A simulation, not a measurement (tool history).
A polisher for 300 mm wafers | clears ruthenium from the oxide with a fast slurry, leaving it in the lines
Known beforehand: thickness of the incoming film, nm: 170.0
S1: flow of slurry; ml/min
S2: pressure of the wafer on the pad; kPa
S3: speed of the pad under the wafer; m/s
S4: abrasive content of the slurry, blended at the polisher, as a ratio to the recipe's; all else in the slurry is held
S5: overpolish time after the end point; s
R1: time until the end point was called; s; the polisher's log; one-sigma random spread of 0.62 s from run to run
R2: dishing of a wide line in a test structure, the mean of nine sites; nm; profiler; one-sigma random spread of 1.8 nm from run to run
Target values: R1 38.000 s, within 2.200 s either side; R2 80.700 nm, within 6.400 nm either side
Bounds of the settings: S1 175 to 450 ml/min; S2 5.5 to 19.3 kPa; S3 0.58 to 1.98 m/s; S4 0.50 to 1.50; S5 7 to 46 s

run 1 day=0.000 | S1=290 S2=12.4 S3=1.28 S4=1.00 S5=24 | R1=48.818 R2=55.899
run 2 day=0.092 | S1=290 S2=12.4 S3=1.28 S4=1.00 S5=28 | R1=48.076 R2=60.249
run 3 day=0.208 | S1=290 S2=12.4 S3=1.52 S4=1.00 S5=28 | R1=42.104 R2=66.830
run 4 day=0.271 | S1=290 S2=12.4 S3=1.36 S4=1.00 S5=28 | R1=45.663 R2=62.902
run 5 day=0.408 | S1=290 S2=13.1 S3=1.36 S4=1.00 S5=30 | R1=43.580 R2=66.445
run 6 day=0.762 | S1=290 S2=13.8 S3=1.38 S4=1.00 S5=32 | R1=41.587 R2=70.063
run 7 day=0.867 | S1=290 S2=13.8 S3=1.40 S4=1.00 S5=33 | R1=40.699 R2=73.391
run 8 day=1.033 | S1=290 S2=13.8 S3=1.40 S4=1.00 S5=34 | R1=40.060 R2=73.005
run 9 day=1.088 | S1=290 S2=13.8 S3=1.40 S4=1.00 S5=35 | R1=40.910 R2=73.804
run 10 day=1.417 | S1=290 S2=13.8 S3=1.40 S4=1.00 S5=36 | R1=41.131 R2=73.866
run 11 day=1.521 | S1=290 S2=13.8 S3=1.40 S4=1.00 S5=37 | R1=41.204 R2=75.673

Which single option among these 4 for the next run brings every result within its allowed miss of target? Just one does.
run A day=1.625 | S1=255 S2=15.2 S3=1.72 S4=0.85 S5=24 | R1=? R2=?
run B day=1.625 | S1=310 S2=13.1 S3=1.56 S4=1.05 S5=40 | R1=? R2=?
run C day=1.625 | S1=255 S2=13.1 S3=1.30 S4=1.05 S5=29 | R1=? R2=?
run D day=1.625 | S1=355 S2=15.9 S3=1.02 S4=1.25 S5=33 | R1=? R2=?

move=A R1=34.078 R2=66.084
move=B R1=36.612 R2=79.479
move=C R1=44.455 R2=63.499
move=D R1=43.548 R2=68.513
A: takes the result that was furthest off past its target
B: all results in spec
C: lands further from the targets than the last run did
D: lands further from the targets than the last run did
The move that meets every target is B.

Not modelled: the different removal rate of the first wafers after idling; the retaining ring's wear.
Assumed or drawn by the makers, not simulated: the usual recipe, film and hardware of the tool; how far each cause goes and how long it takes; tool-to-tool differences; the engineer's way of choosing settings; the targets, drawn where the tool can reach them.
